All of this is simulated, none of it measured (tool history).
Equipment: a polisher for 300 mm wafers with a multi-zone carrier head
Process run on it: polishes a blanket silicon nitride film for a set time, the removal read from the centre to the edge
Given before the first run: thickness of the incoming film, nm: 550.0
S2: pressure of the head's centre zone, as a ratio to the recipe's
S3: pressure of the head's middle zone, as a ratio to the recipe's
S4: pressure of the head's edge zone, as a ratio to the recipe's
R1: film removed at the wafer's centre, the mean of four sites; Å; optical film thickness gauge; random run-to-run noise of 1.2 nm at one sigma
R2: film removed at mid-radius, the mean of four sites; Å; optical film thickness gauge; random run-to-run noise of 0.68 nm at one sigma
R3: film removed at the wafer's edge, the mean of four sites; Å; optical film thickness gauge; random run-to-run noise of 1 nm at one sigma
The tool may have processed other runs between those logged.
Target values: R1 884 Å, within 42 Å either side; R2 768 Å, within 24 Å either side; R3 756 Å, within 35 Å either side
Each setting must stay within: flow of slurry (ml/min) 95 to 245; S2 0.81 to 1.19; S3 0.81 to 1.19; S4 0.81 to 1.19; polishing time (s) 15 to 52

{"run": 1, "day": 0.0, "flow of slurry (ml/min)": 155, "S2": 1, "S3": 1, "S4": 1, "polishing time (s)": 33, "R1": 946.46, "R2": 1032.4, "R3": 990.21}
{"run": 2, "day": 0.142, "flow of slurry (ml/min)": 155, "S2": 1, "S3": 1, "S4": 1.07, "polishing time (s)": 33, "R1": 948.35, "R2": 1032.6, "R3": 1043}
{"run": 3, "day": 0.192, "flow of slurry (ml/min)": 150, "S2": 1.02, "S3": 0.98, "S4": 1.03, "polishing time (s)": 32, "R1": 935.65, "R2": 974.62, "R3": 966.66}
{"run": 4, "day": 0.229, "flow of slurry (ml/min)": 150, "S2": 0.94, "S3": 0.98, "S4": 1.03, "polishing time (s)": 32, "R1": 837.66, "R2": 985.8, "R3": 1008.4}
{"run": 5, "day": 0.55, "flow of slurry (ml/min)": 145, "S2": 0.97, "S3": 0.96, "S4": 1, "polishing time (s)": 31, "R1": 849.86, "R2": 920.34, "R3": 931.09}
{"run": 6, "day": 0.8, "flow of slurry (ml/min)": 110, "S2": 0.97, "S3": 0.96, "S4": 1, "polishing time (s)": 31, "R1": 813.77, "R2": 875.48, "R3": 890.06}
{"run": 7, "day": 1.121, "flow of slurry (ml/min)": 110, "S2": 0.97, "S3": 0.96, "S4": 1, "polishing time (s)": 31, "R1": 805.01, "R2": 876.47, "R3": 878.93}
{"run": 8, "day": 1.171, "flow of slurry (ml/min)": 110, "S2": 0.99, "S3": 0.95, "S4": 0.99, "polishing time (s)": 31, "R1": 813.81, "R2": 868.23, "R3": 901.2}
{"run": 9, "day": 1.296, "flow of slurry (ml/min)": 110, "S2": 1.02, "S3": 0.95, "S4": 0.97, "polishing time (s)": 30, "R1": 831.14, "R2": 842.55, "R3": 884.56}
{"run": 10, "day": 1.608, "flow of slurry (ml/min)": 140, "S2": 1.12, "S3": 1.01, "S4": 0.87, "polishing time (s)": 23, "R1": 711.59, "R2": 701.43, "R3": 638.92}
{"run": 11, "day": 1.954, "flow of slurry (ml/min)": 150, "S2": 1.13, "S3": 1, "S4": 0.89, "polishing time (s)": 23, "R1": 731.95, "R2": 699.59, "R3": 670.23}
{"run": 12, "day": 2.221, "flow of slurry (ml/min)": 160, "S2": 1.14, "S3": 1, "S4": 0.89, "polishing time (s)": 23, "R1": 750.39, "R2": 727.84, "R3": 674.33}
{"run": 13, "day": 2.583, "flow of slurry (ml/min)": 165, "S2": 1.15, "S3": 0.98, "S4": 0.89, "polishing time (s)": 23, "R1": 761.33, "R2": 711.59, "R3": 646.8}
{"run": 14, "day": 2.912, "flow of slurry (ml/min)": 165, "S2": 1.15, "S3": 0.98, "S4": 0.89, "polishing time (s)": 23, "R1": 744.59, "R2": 712, "R3": 663.1}
{"run": 15, "day": 2.979, "flow of slurry (ml/min)": 165, "S2": 1.16, "S3": 0.97, "S4": 0.89, "polishing time (s)": 24, "R1": 808.8, "R2": 737.34, "R3": 691.51}
{"run": 16, "day": 3.304, "flow of slurry (ml/min)": 170, "S2": 1.17, "S3": 0.97, "S4": 0.91, "polishing time (s)": 24, "R1": 829.21, "R2": 742.58, "R3": 710.25}
{"run": 17, "day": 3.467, "flow of slurry (ml/min)": 170, "S2": 1.17, "S3": 0.97, "S4": 0.92, "polishing time (s)": 24, "R1": 824.58, "R2": 753.47, "R3": 712.16}

Consider the 5 candidate settings below. Which is the only one whose results all fall within their allowed miss of target?
{"run": "A", "day": 3.629, "flow of slurry (ml/min)": 200, "S2": 1.19, "S3": 0.99, "S4": 0.81, "polishing time (s)": 24, "R1": "?", "R2": "?", "R3": "?"}
{"run": "B", "day": 3.629, "flow of slurry (ml/min)": 170, "S2": 1.13, "S3": 0.96, "S4": 0.89, "polishing time (s)": 24, "R1": "?", "R2": "?", "R3": "?"}
{"run": "C", "day": 3.629, "flow of slurry (ml/min)": 135, "S2": 1.1, "S3": 1.01, "S4": 1.06, "polishing time (s)": 25, "R1": "?", "R2": "?", "R3": "?"}
{"run": "D", "day": 3.629, "flow of slurry (ml/min)": 175, "S2": 1.17, "S3": 0.88, "S4": 0.98, "polishing time (s)": 25, "R1": "?", "R2": "?", "R3": "?"}
{"run": "E", "day": 3.629, "flow of slurry (ml/min)": 190, "S2": 1.17, "S3": 0.92, "S4": 0.9, "polishing time (s)": 26, "R1": "?", "R2": "?", "R3": "?"}

move=A R1=840.37 R2=760.05 R3=663.87
move=B R1=777.7 R2=724.41 R3=681.41
move=C R1=757.23 R2=759.56 R3=751.13
move=D R1=842.55 R2=704.55 R3=745.5
move=E R1=887.75 R2=769.06 R3=750.86
A: its largest miss is bigger than the last run's
B: its largest miss is bigger than the last run's
C: its largest miss is bigger than the last run's
D: puts the biggest miss on target and leaves a different result outside tolerance
E: each result inside its tolerance
So the answer is move E, the one that meets all the targets.
